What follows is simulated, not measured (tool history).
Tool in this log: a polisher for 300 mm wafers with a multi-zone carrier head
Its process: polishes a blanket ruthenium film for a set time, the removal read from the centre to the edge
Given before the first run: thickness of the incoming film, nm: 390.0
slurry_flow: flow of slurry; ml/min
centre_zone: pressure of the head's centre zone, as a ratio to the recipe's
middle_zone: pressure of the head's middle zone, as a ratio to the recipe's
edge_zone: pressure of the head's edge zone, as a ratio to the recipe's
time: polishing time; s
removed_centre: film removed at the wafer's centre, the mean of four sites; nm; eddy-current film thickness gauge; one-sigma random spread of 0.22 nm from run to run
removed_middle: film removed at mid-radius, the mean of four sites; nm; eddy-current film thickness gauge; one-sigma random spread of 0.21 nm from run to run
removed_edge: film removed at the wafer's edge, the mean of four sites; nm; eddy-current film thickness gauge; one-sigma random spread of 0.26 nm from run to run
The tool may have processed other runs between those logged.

run	hour	slurry_flow	centre_zone	middle_zone	edge_zone	time	removed_centre	removed_middle	removed_edge
1	0	310	1	1	1	40	47.436	47.161	48.265
2	6.7	310	1	0.97	1	40	47.804	46.596	47.852
3	9.5	310	1	0.97	1	50	59.627	58.232	59.583
4	15.6	310	1	0.96	0.96	44	53.1	50.625	51.706
5	18.4	365	1	0.96	0.96	44	52.305	52.16	52.541
6	19.5	340	0.99	0.95	0.93	40	47.734	46.164	46.311
7	20.1	320	0.97	0.94	0.91	37	43.218	41.916	42.579
8	26.1	305	0.96	0.94	0.89	34	39.242	38.717	38.087
9	29.9	235	0.92	0.84	0.81	26	27.954	27.561	27.362

Run 10 comes next. What will it give?
10	38.7	255	0.93	0.84	0.81	26	?	?	?

removed_centre: 28.664 nm
removed_middle: 27.867 nm
removed_edge: 27.779 nm
